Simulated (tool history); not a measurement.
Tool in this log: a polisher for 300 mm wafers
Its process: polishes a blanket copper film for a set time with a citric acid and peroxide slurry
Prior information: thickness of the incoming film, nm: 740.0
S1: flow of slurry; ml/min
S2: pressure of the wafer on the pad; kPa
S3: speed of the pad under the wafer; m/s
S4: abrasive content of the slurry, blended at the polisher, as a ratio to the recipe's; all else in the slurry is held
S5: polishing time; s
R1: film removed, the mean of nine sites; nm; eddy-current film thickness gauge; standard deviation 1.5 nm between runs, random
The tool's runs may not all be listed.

run  hour   S1    S2    S3   S4   S5      R1
  1   0.0  170  28.3  1.02  1.0  118  310.78
  2   4.0  150  28.3  1.02  1.0  118  307.01
  3  11.0  150  28.3  1.02  1.0  118  307.36
  4  17.3  150  26.2  1.02  1.0  118  283.58
  5  19.7  150  26.2  0.92  1.0  118  256.83
  6  20.9  175  26.2  0.92  1.0  118  267.52
  7  24.2  165  24.8  0.92  1.0  118  249.38
  8  25.6  120  20.0  0.92  1.0  118  190.49
  9  34.0  125  20.0  0.92  1.0  118  191.72
 10  35.3  130  20.0  0.92  1.0  118  195.42
 11  36.5  135  20.0  0.92  1.0  118  197.62

Expected results for the next run?
 12  45.3  140  20.0  0.92  1.0  118   ?

Run 12 measured R1 197.02 nm.
